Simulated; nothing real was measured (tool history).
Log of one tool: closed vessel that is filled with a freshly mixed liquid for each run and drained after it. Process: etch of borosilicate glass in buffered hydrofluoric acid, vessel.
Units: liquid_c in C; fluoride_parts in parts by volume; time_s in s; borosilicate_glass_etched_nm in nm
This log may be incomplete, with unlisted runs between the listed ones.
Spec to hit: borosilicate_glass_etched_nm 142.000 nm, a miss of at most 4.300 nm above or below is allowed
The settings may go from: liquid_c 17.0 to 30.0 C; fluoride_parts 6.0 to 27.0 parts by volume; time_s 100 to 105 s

run  hour  liquid_c  fluoride_parts  time_s  borosilicate_glass_etched_nm
  1   0.0      22.0            16.5     100                        63.460
  2   4.7      22.0            18.0     100                        58.121
  3  13.1      24.0            16.0     100                        72.766
  4  17.5      24.0            16.0     100                        72.483
  5  24.9      24.0            12.0     100                        95.753
  6  32.4      21.5            12.0     100                        84.146
  7  40.8      23.5            11.5     100                        98.408
  8  43.8      25.0            11.5     100                       107.360
  9  51.2      26.0            11.5     100                       111.870
 10  53.9      27.0            11.5     100                       118.130
 11  59.1      28.0            11.5     100                       124.260
 12  62.3      28.5            11.5     100                       127.580

Below are 5 possible settings for the next run. Only one of them brings all results inside the allowed miss of their targets. Which is it?
  A  65.5      30.0            14.0     105                             ?
  B  65.5      29.5            13.0     100                             ?
  C  65.5      30.0            11.0     105                             ?
  D  65.5      28.5            12.0     105                             ?
  E  65.5      23.5             8.0     105                             ?

move  borosilicate_glass_etched_nm
   A                       120.220
   B                       120.030
   C                       152.480
   D                       129.460
   E                       143.900
A: the biggest miss grows against the last run
B: the biggest miss grows against the last run
C: takes the result that was furthest off past its target
D: better than the last run, though not everything is in spec
E: every result within its allowed miss
Answer: E
